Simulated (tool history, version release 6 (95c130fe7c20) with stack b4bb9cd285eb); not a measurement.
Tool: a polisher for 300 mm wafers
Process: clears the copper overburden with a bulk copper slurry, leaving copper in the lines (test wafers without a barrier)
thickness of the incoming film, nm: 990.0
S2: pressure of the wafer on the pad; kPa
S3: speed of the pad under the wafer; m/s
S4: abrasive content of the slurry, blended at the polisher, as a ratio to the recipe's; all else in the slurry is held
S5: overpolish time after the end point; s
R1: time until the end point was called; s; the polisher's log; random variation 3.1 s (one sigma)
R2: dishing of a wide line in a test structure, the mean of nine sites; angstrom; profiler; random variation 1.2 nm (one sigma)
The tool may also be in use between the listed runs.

{"run": 1, "hour": 0.0, "flow of slurry (ml/min)": 150, "S2": 15.2, "S3": 1.14, "S4": 1, "S5": 23, "R1": 144.89, "R2": 705.8}
{"run": 2, "hour": 8.8, "flow of slurry (ml/min)": 175, "S2": 15.2, "S3": 1.14, "S4": 1, "S5": 23, "R1": 139.18, "R2": 718.01}
{"run": 3, "hour": 14.5, "flow of slurry (ml/min)": 175, "S2": 15.2, "S3": 1.24, "S4": 1, "S5": 23, "R1": 130.01, "R2": 767.9}
{"run": 4, "hour": 19.3, "flow of slurry (ml/min)": 170, "S2": 13.8, "S3": 1.22, "S4": 1, "S5": 25, "R1": 144.88, "R2": 714.8}
{"run": 5, "hour": 22.7, "flow of slurry (ml/min)": 165, "S2": 13.1, "S3": 1.2, "S4": 1, "S5": 27, "R1": 156.47, "R2": 686.86}
{"run": 6, "hour": 26.0, "flow of slurry (ml/min)": 165, "S2": 11, "S3": 1.2, "S4": 1, "S5": 27, "R1": 181.07, "R2": 625.66}
{"run": 7, "hour": 28.3, "flow of slurry (ml/min)": 150, "S2": 6.9, "S3": 1.06, "S4": 1, "S5": 36, "R1": 331.33, "R2": 494.63}

Run 8 comes next. What will it give?
{"run": 8, "hour": 35.2, "flow of slurry (ml/min)": 155, "S2": 6.9, "S3": 1.06, "S4": 1, "S5": 36, "R1": "?", "R2": "?"}

Run 8 gave R1 323.29 s, R2 496.09 angstrom.
